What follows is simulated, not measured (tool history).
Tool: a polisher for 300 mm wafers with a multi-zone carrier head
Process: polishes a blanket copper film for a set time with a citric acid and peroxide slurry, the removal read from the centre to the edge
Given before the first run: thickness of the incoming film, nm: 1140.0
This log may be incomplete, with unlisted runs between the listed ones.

run	day	flow of slurry (ml/min)	pressure of the head's centre zone	pressure of the head's middle zone	pressure of the head's edge zone	abrasive content of the slurry	polishing time (s)	film removed at the wafer's centre (angstrom)	film removed at mid-radius (angstrom)	film removed at the wafer's edge (angstrom)
1	0.000	255	1.00	1.00	1.00	1.00	85	1365.00	1408.10	1419.00
2	0.308	240	0.95	0.97	0.97	0.85	78	1154.20	1202.90	1234.60
3	0.367	240	0.95	0.97	0.97	1.05	78	1198.10	1267.50	1267.90
4	0.404	225	0.91	0.96	0.96	0.90	73	1046.60	1107.70	1161.90
5	0.658	225	0.91	0.96	1.01	0.90	73	1047.20	1144.30	1171.00
6	1.029	215	0.88	0.96	0.99	0.80	69	934.86	1047.00	1057.40
7	1.338	205	0.86	0.94	1.00	0.70	68	878.20	947.51	1022.80
8	1.700	200	0.84	0.95	0.99	0.65	67	834.07	931.88	965.42

What will run 9 give?
9	2.033	195	0.83	0.95	1.00	0.60	67	?	?	?

film removed at the wafer's centre (angstrom): 809.89
film removed at mid-radius (angstrom): 919.02
film removed at the wafer's edge (angstrom): 982.47
